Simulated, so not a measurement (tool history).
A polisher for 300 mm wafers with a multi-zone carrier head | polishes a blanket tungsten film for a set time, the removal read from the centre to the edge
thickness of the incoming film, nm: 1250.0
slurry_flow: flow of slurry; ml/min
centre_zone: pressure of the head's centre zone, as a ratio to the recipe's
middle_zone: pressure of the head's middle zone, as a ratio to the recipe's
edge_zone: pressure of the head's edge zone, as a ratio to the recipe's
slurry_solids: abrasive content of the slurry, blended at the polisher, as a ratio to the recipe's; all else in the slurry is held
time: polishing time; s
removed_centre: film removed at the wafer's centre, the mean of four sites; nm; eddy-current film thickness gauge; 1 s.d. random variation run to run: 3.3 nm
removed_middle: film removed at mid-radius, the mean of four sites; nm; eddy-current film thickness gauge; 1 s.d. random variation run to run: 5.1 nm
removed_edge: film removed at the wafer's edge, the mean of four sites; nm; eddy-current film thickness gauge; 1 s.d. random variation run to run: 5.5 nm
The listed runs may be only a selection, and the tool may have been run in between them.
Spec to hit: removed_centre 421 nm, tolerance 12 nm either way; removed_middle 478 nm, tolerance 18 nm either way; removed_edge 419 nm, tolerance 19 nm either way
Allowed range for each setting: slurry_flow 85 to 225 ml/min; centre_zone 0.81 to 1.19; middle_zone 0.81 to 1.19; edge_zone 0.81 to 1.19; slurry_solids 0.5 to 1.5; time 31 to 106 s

Run 1, hour 0: slurry_flow 145 ml/min, centre_zone 1, middle_zone 1, edge_zone 1, slurry_solids 1, time 68 s. Result: removed_centre 352.09 nm, removed_middle 356.81 nm, removed_edge 347.93 nm.
Run 2, hour 3.8: slurry_flow 155 ml/min, centre_zone 1.01, middle_zone 1.04, edge_zone 1.03, slurry_solids 1.05, time 68 s. Result: removed_centre 363.05 nm, removed_middle 369.07 nm, removed_edge 370.45 nm.
Run 3, hour 10.1: slurry_flow 155 ml/min, centre_zone 0.98, middle_zone 1.04, edge_zone 1.03, slurry_solids 1.05, time 68 s. Result: removed_centre 352.53 nm, removed_middle 368.93 nm, removed_edge 363.42 nm.
Run 4, hour 11.1: slurry_flow 155 ml/min, centre_zone 0.93, middle_zone 1.04, edge_zone 1.03, slurry_solids 1.05, time 68 s. Result: removed_centre 340.77 nm, removed_middle 375.74 nm, removed_edge 352.51 nm.
Run 5, hour 11.8: slurry_flow 165 ml/min, centre_zone 0.94, middle_zone 1.07, edge_zone 1.02, slurry_solids 1.15, time 69 s. Result: removed_centre 362.63 nm, removed_middle 404.14 nm, removed_edge 379.78 nm.
Run 6, hour 19.7: slurry_flow 165 ml/min, centre_zone 0.94, middle_zone 1.07, edge_zone 1.06, slurry_solids 1.15, time 69 s. Result: removed_centre 364.19 nm, removed_middle 402.92 nm, removed_edge 377.98 nm.
Run 7, hour 28.6: slurry_flow 175 ml/min, centre_zone 0.95, middle_zone 1.1, edge_zone 1.04, slurry_solids 1.15, time 69 s. Result: removed_centre 369 nm, removed_middle 417.64 nm, removed_edge 380.74 nm.
Run 8, hour 29.8: slurry_flow 180 ml/min, centre_zone 0.96, middle_zone 1.12, edge_zone 1.04, slurry_solids 1.2, time 69 s. Result: removed_centre 379.39 nm, removed_middle 419.94 nm, removed_edge 397.1 nm.
Run 9, hour 38.4: slurry_flow 190 ml/min, centre_zone 0.96, middle_zone 1.13, edge_zone 1, slurry_solids 1.2, time 70 s. Result: removed_centre 386.72 nm, removed_middle 440.14 nm, removed_edge 381.66 nm.

5 next moves are on the table. One of them brings every result within its allowed miss. Which?
Run A, hour 47: slurry_flow 185 ml/min, centre_zone 1.15, middle_zone 1.04, edge_zone 1.11, slurry_solids 1.15, time 65 s. Result: removed_centre ?, removed_middle ?, removed_edge ?.
Run B, hour 47: slurry_flow 145 ml/min, centre_zone 0.82, middle_zone 1.18, edge_zone 1.14, slurry_solids 1.3, time 76 s. Result: removed_centre ?, removed_middle ?, removed_edge ?.
Run C, hour 47: slurry_flow 160 ml/min, centre_zone 1.01, middle_zone 1.19, edge_zone 0.99, slurry_solids 1.2, time 67 s. Result: removed_centre ?, removed_middle ?, removed_edge ?.
Run D, hour 47: slurry_flow 210 ml/min, centre_zone 0.99, middle_zone 1.16, edge_zone 1.03, slurry_solids 1.4, time 71 s. Result: removed_centre ?, removed_middle ?, removed_edge ?.
Run E, hour 47: slurry_flow 225 ml/min, centre_zone 1.07, middle_zone 1.07, edge_zone 0.81, slurry_solids 1.1, time 70 s. Result: removed_centre ?, removed_middle ?, removed_edge ?.

move  removed_centre  removed_middle  removed_edge
   A          403.42          376.81           371
   B           351.9          483.02        436.53
   C          367.38          429.47        357.42
   D          416.12          481.17         412.6
   E          418.65          423.94        348.24
A: the biggest miss grows against the last run
B: the biggest miss grows against the last run
C: the biggest miss grows against the last run
D: each result inside its tolerance
E: corrects the largest miss of the last run, while another result sits out of spec
So the answer is move D, the one that meets all the targets.

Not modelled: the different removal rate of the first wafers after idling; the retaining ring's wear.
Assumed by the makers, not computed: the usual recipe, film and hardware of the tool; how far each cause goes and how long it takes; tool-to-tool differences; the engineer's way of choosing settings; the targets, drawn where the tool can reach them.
